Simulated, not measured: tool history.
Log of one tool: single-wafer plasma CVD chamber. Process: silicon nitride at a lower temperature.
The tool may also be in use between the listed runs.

run,hour,heater temperature setpoint (K),chamber pressure (Torr),RF power (kW),deposition time (s),mean film thickness on the monitor wafer (angstrom)
1,0.0,628.15,1.40,0.355,35.4,406.94
2,4.8,628.15,1.40,0.355,36.6,426.14
3,8.0,628.15,1.36,0.350,36.5,413.05
4,13.0,628.15,1.31,0.345,36.5,404.07
5,20.6,628.15,1.27,0.345,36.5,397.67
6,27.6,628.15,1.27,0.345,35.4,384.15
7,34.5,628.15,1.24,0.345,35.4,382.01
# hour 37.3: thermocouple changed; heater temperature recalibrated
8,37.3,628.15,1.22,0.345,35.4,382.09
9,44.9,628.15,1.19,0.345,35.4,375.90

Estimate the outcome of run 10 from the log above:
10,50.4,628.15,1.17,0.345,35.4,?

mean film thickness on the monitor wafer (angstrom): 374.90
